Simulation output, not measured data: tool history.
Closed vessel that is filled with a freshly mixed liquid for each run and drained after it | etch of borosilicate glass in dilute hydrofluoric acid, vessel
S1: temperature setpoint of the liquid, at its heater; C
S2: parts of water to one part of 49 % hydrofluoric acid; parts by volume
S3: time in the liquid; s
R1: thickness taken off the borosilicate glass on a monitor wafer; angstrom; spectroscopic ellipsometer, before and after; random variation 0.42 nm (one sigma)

run 1 day=0.000 | S1=21.0 S2=160 S3=205 | R1=375.72
run 2 day=0.275 | S1=22.5 S2=160 S3=205 | R1=400.63
run 3 day=0.604 | S1=22.5 S2=160 S3=220 | R1=423.62
run 4 day=0.654 | S1=24.0 S2=160 S3=220 | R1=448.57
run 5 day=0.979 | S1=24.0 S2=105 S3=220 | R1=741.35
run 6 day=1.029 | S1=22.5 S2=105 S3=220 | R1=705.15

Run 7 comes next. What will it give?
run 7 day=1.062 | S1=21.5 S2=115 S3=220 | R1=?

{"run 7": {"R1": 599.75}}
